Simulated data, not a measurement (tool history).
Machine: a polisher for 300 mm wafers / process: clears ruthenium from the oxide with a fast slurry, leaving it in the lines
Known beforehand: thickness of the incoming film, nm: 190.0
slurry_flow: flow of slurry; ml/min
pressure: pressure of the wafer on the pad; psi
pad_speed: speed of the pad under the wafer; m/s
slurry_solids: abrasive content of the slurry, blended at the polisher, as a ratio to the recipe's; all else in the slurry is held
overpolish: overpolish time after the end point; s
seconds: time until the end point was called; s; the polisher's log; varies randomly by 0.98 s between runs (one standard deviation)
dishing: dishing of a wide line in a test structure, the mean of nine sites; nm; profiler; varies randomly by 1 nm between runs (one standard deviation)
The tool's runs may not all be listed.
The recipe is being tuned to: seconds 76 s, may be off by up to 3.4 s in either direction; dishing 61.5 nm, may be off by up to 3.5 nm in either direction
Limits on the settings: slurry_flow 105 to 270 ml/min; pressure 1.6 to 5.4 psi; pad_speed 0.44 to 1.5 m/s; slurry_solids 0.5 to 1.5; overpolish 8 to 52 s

| run | hour | slurry_flow | pressure | pad_speed | slurry_solids | overpolish | seconds | dishing |
|---|---|---|---|---|---|---|---|---|
| 1 | 0 | 175 | 3.5 | 0.96 | 1 | 26 | 49.941 | 61.312 |
| 2 | 3.7 | 175 | 3.5 | 0.82 | 1 | 26 | 59.328 | 59.098 |
| 3 | 9 | 175 | 3.3 | 0.82 | 1 | 28 | 61.156 | 56.87 |
| 4 | 10.3 | 140 | 3.3 | 0.82 | 1 | 28 | 62.592 | 55.255 |
| 5 | 16.6 | 140 | 3.2 | 0.8 | 1 | 31 | 66.531 | 58.655 |
| 6 | 25.2 | 140 | 3.1 | 0.8 | 1 | 32 | 69.104 | 57.855 |
| 7 | 31.8 | 140 | 3 | 0.8 | 1 | 33 | 72.713 | 57.505 |
| 8 | 35.5 | 140 | 3 | 0.8 | 1 | 34 | 71.994 | 56.491 |
| 9 | 40.6 | 140 | 3 | 0.8 | 1 | 36 | 72.556 | 59.466 |
| 10 | 46.9 | 140 | 3 | 0.8 | 1 | 37 | 71.117 | 63.367 |

Below are 4 possible settings for the next run. Only one of them brings all results inside the allowed miss of their targets. Which is it?
| A | 53.2 | 175 | 3.8 | 0.56 | 0.85 | 49 | ? | ? |
| B | 53.2 | 130 | 2.6 | 0.86 | 1.05 | 39 | ? | ? |
| C | 53.2 | 160 | 3.1 | 0.74 | 1.25 | 37 | ? | ? |
| D | 53.2 | 155 | 3.1 | 0.82 | 1.05 | 34 | ? | ? |

| move | seconds | dishing |
|---|---|---|
| A | 85.301 | 67.517 |
| B | 77.499 | 62.886 |
| C | 66.569 | 66.372 |
| D | 65.993 | 63.714 |
A: carries the result that was furthest off beyond its target, to the other side
B: meets every target
C: misses by more than the last run did
D: misses by more than the last run did
Answer: B

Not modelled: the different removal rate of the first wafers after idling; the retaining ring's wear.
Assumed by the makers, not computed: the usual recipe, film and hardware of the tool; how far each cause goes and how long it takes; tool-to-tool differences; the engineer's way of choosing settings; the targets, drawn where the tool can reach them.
